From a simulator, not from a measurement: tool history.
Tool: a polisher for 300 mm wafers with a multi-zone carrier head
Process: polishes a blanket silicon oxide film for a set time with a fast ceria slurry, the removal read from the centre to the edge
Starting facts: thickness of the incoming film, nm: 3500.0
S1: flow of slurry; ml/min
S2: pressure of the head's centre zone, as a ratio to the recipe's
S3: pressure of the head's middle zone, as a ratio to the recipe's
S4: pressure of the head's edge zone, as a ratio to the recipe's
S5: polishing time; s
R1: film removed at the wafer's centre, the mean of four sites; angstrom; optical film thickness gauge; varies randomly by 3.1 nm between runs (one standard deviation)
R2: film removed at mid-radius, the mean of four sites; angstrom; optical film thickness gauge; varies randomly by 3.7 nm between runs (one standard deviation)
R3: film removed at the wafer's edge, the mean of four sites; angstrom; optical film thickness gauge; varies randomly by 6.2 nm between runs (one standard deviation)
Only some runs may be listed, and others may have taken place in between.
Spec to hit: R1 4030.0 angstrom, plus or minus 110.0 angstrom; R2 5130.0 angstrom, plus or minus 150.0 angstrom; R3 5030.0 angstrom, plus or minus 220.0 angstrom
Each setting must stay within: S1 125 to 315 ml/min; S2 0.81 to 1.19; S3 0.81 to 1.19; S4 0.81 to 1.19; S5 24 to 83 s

run,hour,S1,S2,S3,S4,S5,R1,R2,R3
1,0.0,205,1.00,1.00,1.00,53,6443.8,6872.9,6608.1
2,8.7,195,0.96,0.99,0.99,50,5719.3,6481.8,6331.7
3,9.8,195,0.94,0.98,0.97,47,5373.8,5977.9,5988.8
4,11.7,195,0.94,0.98,0.91,47,5436.9,5993.2,5640.8
5,17.1,195,0.94,0.98,0.91,34,3877.7,4341.0,4118.7
6,19.0,195,0.94,0.98,0.91,24,2711.7,3064.1,2850.6
7,22.0,195,0.91,0.98,0.92,28,3054.5,3562.2,3374.8
8,25.8,200,0.89,0.98,0.93,31,3322.7,3978.4,3754.4
9,29.1,210,0.87,0.97,0.94,33,3526.0,4159.4,4089.3
10,31.1,225,0.86,0.98,0.95,34,3565.3,4392.3,4280.5
11,35.7,235,0.86,0.98,0.95,35,3698.8,4578.1,4438.1
12,43.6,290,0.86,1.01,1.05,36,3921.6,4864.6,4743.3
13,45.5,290,0.86,1.01,1.06,36,3860.8,4876.1,4928.6
14,54.0,290,0.86,1.02,1.06,36,3897.1,4956.1,4897.9
15,59.2,290,0.86,1.02,1.07,36,3828.3,4890.5,4884.7
16,61.1,295,0.86,1.02,1.07,36,3921.6,4879.5,4872.9

Which of these 5 next moves meets every target?
A,63.0,300,0.86,1.02,1.10,40,?,?,?
B,63.0,290,0.96,1.07,1.10,33,?,?,?
C,63.0,265,0.87,1.05,1.10,37,?,?,?
D,63.0,305,0.93,1.03,1.09,37,?,?,?
E,63.0,315,0.94,1.17,0.93,35,?,?,?

move,R1,R2,R3
A,4299.3,5439.9,5522.0
B,3952.1,4658.6,4542.9
C,3977.8,5103.1,5065.4
D,4310.2,5078.7,5088.8
E,4137.4,5373.0,4457.7
A: takes the biggest miss from the last run beyond its target
B: further off than the last run
C: every result lands within tolerance
D: brings the last run's worst result on target, with another outside its allowed miss
E: takes the biggest miss from the last run beyond its target
C meets every target.
